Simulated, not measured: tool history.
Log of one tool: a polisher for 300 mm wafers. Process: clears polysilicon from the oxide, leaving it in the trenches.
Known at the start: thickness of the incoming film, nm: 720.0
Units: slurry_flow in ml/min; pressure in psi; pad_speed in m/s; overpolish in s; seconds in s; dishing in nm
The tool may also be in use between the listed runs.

{"run": 1, "day": 0.0, "slurry_flow": 250, "pressure": 3.0, "pad_speed": 0.76, "overpolish": 23, "seconds": 60.578, "dishing": 51.832}
{"run": 2, "day": 0.221, "slurry_flow": 250, "pressure": 3.1, "pad_speed": 0.76, "overpolish": 24, "seconds": 59.964, "dishing": 56.061}
{"run": 3, "day": 0.346, "slurry_flow": 250, "pressure": 3.2, "pad_speed": 0.78, "overpolish": 22, "seconds": 57.7, "dishing": 51.46}
{"run": 4, "day": 0.488, "slurry_flow": 250, "pressure": 3.2, "pad_speed": 0.78, "overpolish": 18, "seconds": 56.31, "dishing": 52.761}
{"run": 5, "day": 0.704, "slurry_flow": 250, "pressure": 3.8, "pad_speed": 0.78, "overpolish": 18, "seconds": 48.414, "dishing": 52.664}
{"run": 6, "day": 0.879, "slurry_flow": 250, "pressure": 3.8, "pad_speed": 0.66, "overpolish": 18, "seconds": 54.798, "dishing": 55.715}

Forecast run 7:
{"run": 7, "day": 1.154, "slurry_flow": 250, "pressure": 3.9, "pad_speed": 0.68, "overpolish": 18, "seconds": "?", "dishing": "?"}

Run 7 gave seconds 52.645 s, dishing 51.916 nm.
